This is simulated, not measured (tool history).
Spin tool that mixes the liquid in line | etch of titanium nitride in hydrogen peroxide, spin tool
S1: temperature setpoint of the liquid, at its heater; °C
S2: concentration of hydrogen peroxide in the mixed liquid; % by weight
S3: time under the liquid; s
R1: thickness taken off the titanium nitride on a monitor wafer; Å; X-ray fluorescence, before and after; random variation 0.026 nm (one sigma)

{"run": 1, "day": 0.0, "S1": 46, "S2": 18.5, "S3": 290, "R1": 53.195}
{"run": 2, "day": 0.054, "S1": 46, "S2": 18.5, "S3": 310, "R1": 56.625}
{"run": 3, "day": 0.225, "S1": 46, "S2": 20.5, "S3": 310, "R1": 59.069}
{"run": 4, "day": 0.438, "S1": 43, "S2": 20.5, "S3": 310, "R1": 46.552}
{"run": 5, "day": 0.683, "S1": 41, "S2": 20.5, "S3": 310, "R1": 40.679}
{"run": 6, "day": 1.008, "S1": 39, "S2": 20.5, "S3": 310, "R1": 33.921}
{"run": 7, "day": 1.283, "S1": 38, "S2": 20.5, "S3": 310, "R1": 31.765}
{"run": 8, "day": 1.567, "S1": 37, "S2": 20.5, "S3": 310, "R1": 29.929}

Run 9 comes next. What will it give?
{"run": 9, "day": 1.625, "S1": 36, "S2": 20.5, "S3": 310, "R1": "?"}

{"run 9": {"R1": 26.823}}
